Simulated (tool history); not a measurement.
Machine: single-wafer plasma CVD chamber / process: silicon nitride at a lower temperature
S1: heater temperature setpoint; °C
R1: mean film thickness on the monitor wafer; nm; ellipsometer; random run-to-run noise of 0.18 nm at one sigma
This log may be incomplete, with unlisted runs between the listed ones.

{"run": 1, "hour": 0.0, "S1": 355, "chamber pressure (Pa)": 279, "RF power (W)": 375, "deposition time (s)": 22, "R1": 29.913}
{"run": 2, "hour": 2.4, "S1": 355, "chamber pressure (Pa)": 288, "RF power (W)": 385, "deposition time (s)": 22, "R1": 30.99}
{"run": 3, "hour": 6.8, "S1": 355, "chamber pressure (Pa)": 297, "RF power (W)": 390, "deposition time (s)": 22, "R1": 31.488}
{"run": 4, "hour": 15.2, "S1": 355, "chamber pressure (Pa)": 297, "RF power (W)": 390, "deposition time (s)": 20.8, "R1": 29.668}
{"run": 5, "hour": 18.9, "S1": 355, "chamber pressure (Pa)": 303, "RF power (W)": 400, "deposition time (s)": 20.9, "R1": 30.381}
{"run": 6, "hour": 20.1, "S1": 355, "chamber pressure (Pa)": 307, "RF power (W)": 410, "deposition time (s)": 21, "R1": 31.644}
{"run": 7, "hour": 26.8, "S1": 355, "chamber pressure (Pa)": 312, "RF power (W)": 415, "deposition time (s)": 21, "R1": 31.939}
{"run": 8, "hour": 28.3, "S1": 355, "chamber pressure (Pa)": 317, "RF power (W)": 420, "deposition time (s)": 21, "R1": 32.207}
{"run": 9, "hour": 30.3, "S1": 355, "chamber pressure (Pa)": 321, "RF power (W)": 425, "deposition time (s)": 21, "R1": 32.858}
{"run": 10, "hour": 35.2, "S1": 355, "chamber pressure (Pa)": 325, "RF power (W)": 430, "deposition time (s)": 21, "R1": 33.439}
{"run": 11, "hour": 40.9, "S1": 355, "chamber pressure (Pa)": 331, "RF power (W)": 430, "deposition time (s)": 21, "R1": 33.071}

Expected results for the next run?
{"run": 12, "hour": 49.7, "S1": 355, "chamber pressure (Pa)": 332, "RF power (W)": 435, "deposition time (s)": 21, "R1": "?"}

{"run 12": {"R1": 33.406}}

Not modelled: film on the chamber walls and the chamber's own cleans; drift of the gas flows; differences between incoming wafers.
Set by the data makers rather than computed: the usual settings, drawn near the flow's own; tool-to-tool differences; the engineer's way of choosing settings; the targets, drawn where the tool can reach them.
